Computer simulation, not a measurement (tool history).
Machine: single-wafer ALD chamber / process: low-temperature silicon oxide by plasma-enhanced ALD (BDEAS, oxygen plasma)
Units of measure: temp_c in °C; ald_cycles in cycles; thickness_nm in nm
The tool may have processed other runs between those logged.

run,day,temp_c,ald_cycles,thickness_nm
1,0.000,105,69,9.809
2,0.350,105,75,10.677
3,0.454,101,76,10.884
4,0.525,101,82,11.742
5,0.554,101,76,10.888
6,0.858,98,77,11.176
7,1.192,96,77,11.200
8,1.508,87,78,11.767

Run 9, settings as shown, results not yet in. Your forecast:
# day 1.758: thermocouple changed; heater temperature recalibrated
9,1.758,88,78,?

Run 9 came out at thickness_nm 11.876 nm.

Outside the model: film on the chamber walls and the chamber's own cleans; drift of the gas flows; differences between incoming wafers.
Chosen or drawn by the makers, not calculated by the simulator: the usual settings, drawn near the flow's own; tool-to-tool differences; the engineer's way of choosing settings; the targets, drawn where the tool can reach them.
